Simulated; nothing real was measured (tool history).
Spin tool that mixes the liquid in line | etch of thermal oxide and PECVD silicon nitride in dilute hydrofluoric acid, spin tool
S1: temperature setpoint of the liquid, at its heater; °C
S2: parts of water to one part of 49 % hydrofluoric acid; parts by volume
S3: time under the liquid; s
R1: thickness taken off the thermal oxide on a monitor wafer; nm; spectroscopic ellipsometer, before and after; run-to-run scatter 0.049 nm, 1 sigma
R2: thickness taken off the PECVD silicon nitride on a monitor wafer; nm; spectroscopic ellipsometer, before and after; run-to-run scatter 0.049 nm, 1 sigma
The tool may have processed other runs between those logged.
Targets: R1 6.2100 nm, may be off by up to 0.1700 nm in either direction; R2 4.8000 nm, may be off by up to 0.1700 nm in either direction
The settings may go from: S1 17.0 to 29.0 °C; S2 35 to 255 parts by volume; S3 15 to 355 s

run,hour,S1,S2,S3,R1,R2
1,0.0,21.0,145,180,5.0651,3.5716
2,2.5,24.0,145,180,5.6396,4.3000
3,6.3,24.0,185,180,4.2703,3.3717
4,12.9,24.5,175,180,4.6333,3.6826
5,20.5,24.5,175,115,2.9416,2.3719
6,27.2,25.0,155,115,3.5235,2.7827
7,33.6,25.5,140,115,4.0293,3.1318
8,40.6,26.0,130,115,4.5425,3.5144
9,44.4,26.5,125,115,4.7564,3.7793
10,51.0,26.5,115,115,5.2462,4.1005
11,57.0,26.5,110,115,5.5248,4.3231
12,62.1,27.0,90,110,6.6956,5.0972

Exactly one of the 4 candidate moves below puts every result within its allowed miss. Which one?
A,67.2,26.5,110,130,?,?
B,67.2,29.0,110,110,?,?
C,67.2,25.0,90,110,?,?
D,67.2,27.5,85,110,?,?

move,R1,R2
A,6.2198,4.8401
B,5.7789,4.7915
C,6.2354,4.5437
D,7.3222,5.6486
A: meets every target
B: moves the result that the last run missed by most past its target, out the other side
C: the worst result of the last run now meets its target, but another is out of spec
D: moves away from the targets compared with the last run
Correct choice: A, which meets every target
